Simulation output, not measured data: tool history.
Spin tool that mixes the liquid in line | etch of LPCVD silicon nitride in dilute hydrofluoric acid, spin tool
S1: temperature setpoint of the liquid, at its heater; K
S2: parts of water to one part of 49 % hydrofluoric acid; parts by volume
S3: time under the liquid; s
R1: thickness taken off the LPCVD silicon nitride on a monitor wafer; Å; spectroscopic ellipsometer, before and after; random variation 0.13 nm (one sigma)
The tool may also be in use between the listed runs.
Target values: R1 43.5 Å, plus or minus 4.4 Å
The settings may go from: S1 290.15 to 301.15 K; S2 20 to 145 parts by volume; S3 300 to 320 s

run	hour	S1	S2	S3	R1
1	0	293.15	80	300	14.855
2	3.7	294.15	75	305	18.286
3	9.2	294.15	85	305	15.032
4	11.3	294.15	85	300	15.401
5	15.1	295.15	80	300	17.031
6	19.4	297.65	80	300	21.067
7	28.2	298.15	75	300	24.002
8	31.7	298.65	70	300	25.031
9	38	298.65	70	300	26.871
10	39.8	298.65	70	300	25.637
11	42.8	299.15	65	300	30.32
12	48.2	300.15	55	300	36.401

Which of these 5 next moves meets every target?
A	53.6	296.15	50	320	?
B	53.6	298.65	55	320	?
C	53.6	300.65	50	320	?
D	53.6	299.15	60	300	?
E	53.6	298.65	65	300	?

move	R1
A	30.898
B	33.312
C	41.764
D	29.641
E	26.502
A: the biggest miss grows against the last run
B: the biggest miss grows against the last run
C: all results in spec
D: the biggest miss grows against the last run
E: the biggest miss grows against the last run
The move that meets every target is C.

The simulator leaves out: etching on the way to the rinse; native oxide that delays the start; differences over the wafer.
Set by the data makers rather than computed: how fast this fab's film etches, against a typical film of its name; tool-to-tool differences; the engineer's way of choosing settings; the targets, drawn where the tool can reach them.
